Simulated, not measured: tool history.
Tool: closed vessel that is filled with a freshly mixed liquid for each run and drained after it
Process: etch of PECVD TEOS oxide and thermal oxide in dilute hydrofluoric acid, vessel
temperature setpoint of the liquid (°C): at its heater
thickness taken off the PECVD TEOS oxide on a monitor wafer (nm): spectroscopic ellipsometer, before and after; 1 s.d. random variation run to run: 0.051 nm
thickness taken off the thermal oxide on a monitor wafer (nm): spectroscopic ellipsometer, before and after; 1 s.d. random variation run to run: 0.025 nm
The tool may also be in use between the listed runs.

run  hour  temperature setpoint of the liquid (°C)  parts of water to one part of 49 % hydrofluoric acid (parts by volume)  time in the liquid (s)  thickness taken off the PECVD TEOS oxide on a monitor wafer (nm)  thickness taken off the thermal oxide on a monitor wafer (nm)
  1     0                                       22                                                                     250                     105                                                            6.2721                                                         1.5728
  2   6.4                                       23                                                                     250                     105                                                            6.4805                                                         1.6454
  3  12.1                                       24                                                                     250                     105                                                            6.7001                                                         1.6866
  4  14.6                                     24.5                                                                     250                     105                                                            6.7597                                                         1.7444
  5  19.1                                     24.5                                                                     250                     145                                                            9.2742                                                         2.4018
  6  26.7                                     22.5                                                                     250                     145                                                            8.6751                                                         2.2807

Run 7 has not been measured yet. What should we expect?
  7  35.5                                       21                                                                     250                     145                                                                 ?                                                              ?

thickness taken off the PECVD TEOS oxide on a monitor wafer (nm): 8.242
thickness taken off the thermal oxide on a monitor wafer (nm): 2.1555

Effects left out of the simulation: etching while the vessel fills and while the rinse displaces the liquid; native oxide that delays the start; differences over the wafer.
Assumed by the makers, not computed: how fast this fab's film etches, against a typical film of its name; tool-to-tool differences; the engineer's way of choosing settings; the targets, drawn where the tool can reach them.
